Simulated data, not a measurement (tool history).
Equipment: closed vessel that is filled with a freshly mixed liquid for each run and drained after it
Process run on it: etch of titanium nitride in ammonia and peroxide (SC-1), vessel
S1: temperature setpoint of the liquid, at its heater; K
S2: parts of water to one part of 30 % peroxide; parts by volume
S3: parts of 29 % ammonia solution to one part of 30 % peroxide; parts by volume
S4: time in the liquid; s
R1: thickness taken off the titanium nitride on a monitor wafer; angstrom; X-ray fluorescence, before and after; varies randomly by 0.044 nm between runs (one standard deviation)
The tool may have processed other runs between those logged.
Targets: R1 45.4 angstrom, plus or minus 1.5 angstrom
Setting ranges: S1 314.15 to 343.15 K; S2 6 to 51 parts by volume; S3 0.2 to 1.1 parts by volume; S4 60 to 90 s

Run 1, day 0: S1 330.15 K, S2 28.5 parts by volume, S3 0.6 parts by volume, S4 90 s. Result: R1 34.292 angstrom.
Run 2, day 0.054: S1 330.65 K, S2 28.5 parts by volume, S3 0.6 parts by volume, S4 90 s. Result: R1 35.671 angstrom.
Run 3, day 0.129: S1 330.65 K, S2 28.5 parts by volume, S3 0.6 parts by volume, S4 60 s. Result: R1 23.726 angstrom.
Run 4, day 0.383: S1 330.65 K, S2 21.5 parts by volume, S3 0.6 parts by volume, S4 60 s. Result: R1 27.914 angstrom.
Run 5, day 0.617: S1 330.65 K, S2 26.5 parts by volume, S3 0.6 parts by volume, S4 60 s. Result: R1 24.829 angstrom.
Run 6, day 0.842: S1 330.65 K, S2 26.5 parts by volume, S3 0.75 parts by volume, S4 60 s. Result: R1 26.199 angstrom.
Run 7, day 1.017: S1 331.65 K, S2 26.5 parts by volume, S3 0.75 parts by volume, S4 60 s. Result: R1 27.672 angstrom.
Run 8, day 1.183: S1 332.65 K, S2 26.5 parts by volume, S3 0.75 parts by volume, S4 60 s. Result: R1 29.814 angstrom.
Run 9, day 1.533: S1 333.65 K, S2 26.5 parts by volume, S3 0.75 parts by volume, S4 60 s. Result: R1 31.12 angstrom.
Run 10, day 1.6: S1 333.65 K, S2 26.5 parts by volume, S3 0.75 parts by volume, S4 60 s. Result: R1 31.888 angstrom.
Run 11, day 1.812: S1 334.15 K, S2 26.5 parts by volume, S3 0.75 parts by volume, S4 60 s. Result: R1 32.416 angstrom.
Run 12, day 1.975: S1 334.65 K, S2 26.5 parts by volume, S3 0.75 parts by volume, S4 60 s. Result: R1 33.779 angstrom.

4 candidate next runs follow, results not yet known. Just one meets every target within its allowed miss. Identify it.
Run A, day 2.138: S1 334.15 K, S2 26.5 parts by volume, S3 0.8 parts by volume, S4 75 s. Result: R1 ?.
Run B, day 2.138: S1 335.65 K, S2 25.5 parts by volume, S3 0.75 parts by volume, S4 75 s. Result: R1 ?.
Run C, day 2.138: S1 333.15 K, S2 33.5 parts by volume, S3 0.8 parts by volume, S4 85 s. Result: R1 ?.
Run D, day 2.138: S1 329.65 K, S2 25.5 parts by volume, S3 0.75 parts by volume, S4 60 s. Result: R1 ?.

move      R1
   A  41.186
   B  45.841
   C  38.294
   D  24.717
A: closer than the last run, but not yet in spec
B: every result within its allowed miss
C: closer than the last run, but not yet in spec
D: its largest miss is bigger than the last run's
So the answer is move B, the one that meets all the targets.

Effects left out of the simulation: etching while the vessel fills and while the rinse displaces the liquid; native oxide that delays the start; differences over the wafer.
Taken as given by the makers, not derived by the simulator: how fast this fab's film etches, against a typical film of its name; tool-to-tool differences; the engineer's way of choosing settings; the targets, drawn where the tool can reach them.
